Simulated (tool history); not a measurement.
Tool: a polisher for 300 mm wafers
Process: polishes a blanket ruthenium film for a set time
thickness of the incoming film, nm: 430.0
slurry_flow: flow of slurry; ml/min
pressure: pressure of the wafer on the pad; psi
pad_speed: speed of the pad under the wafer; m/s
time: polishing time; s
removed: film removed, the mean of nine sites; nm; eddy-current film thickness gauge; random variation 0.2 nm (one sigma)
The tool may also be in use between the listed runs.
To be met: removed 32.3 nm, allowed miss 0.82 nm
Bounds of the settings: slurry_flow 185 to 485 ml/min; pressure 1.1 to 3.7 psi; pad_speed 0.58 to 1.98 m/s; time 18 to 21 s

run	hour	slurry_flow	pressure	pad_speed	time	removed
1	0	310	2.4	1.28	21	37.203
2	7.7	310	2.4	0.98	21	28.779
3	10.6	315	2.5	0.98	21	29.971
4	12.7	315	2.6	0.98	21	30.872
5	18.2	315	2.6	0.7	21	22.438
6	26.3	320	2.9	0.7	21	24.655
7	33.8	320	3.1	0.72	21	26.625
8	35.2	320	3.3	0.72	21	28.051
9	43.7	320	3.4	0.72	21	28.445

Which of these 4 next moves meets every target?
A	52.2	355	2.9	0.8	18	?
B	52.2	280	3.5	0.8	21	?
C	52.2	330	2.6	0.88	19	?
D	52.2	315	3	0.76	20	?

move	removed
A	24.003
B	32.285
C	25.241
D	25.919
A: further off than the last run
B: meets every target
C: further off than the last run
D: further off than the last run
The right move is B.
